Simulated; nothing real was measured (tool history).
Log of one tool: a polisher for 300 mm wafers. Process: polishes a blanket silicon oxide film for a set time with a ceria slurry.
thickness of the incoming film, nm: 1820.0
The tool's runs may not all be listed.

run	hour	flow of slurry (ml/min)	pressure of the wafer on the pad (psi)	speed of the pad under the wafer (cm/s)	polishing time (s)	film removed (nm)
1	0	155	3.2	104	121	472.3
2	2.9	160	3.4	104	121	503.1
3	10.1	165	3.6	104	121	533.39
4	17.6	165	3.3	104	121	488.19
5	22.6	165	3	104	121	437.82
6	26	165	3.7	104	121	545.47
7	32.3	165	3.8	104	121	563.1
8	39.5	165	3.9	104	121	572.29

Forecast run 9:
9	41.9	165	4	104	121	?

Run 9 gave film removed (nm) 587.85.

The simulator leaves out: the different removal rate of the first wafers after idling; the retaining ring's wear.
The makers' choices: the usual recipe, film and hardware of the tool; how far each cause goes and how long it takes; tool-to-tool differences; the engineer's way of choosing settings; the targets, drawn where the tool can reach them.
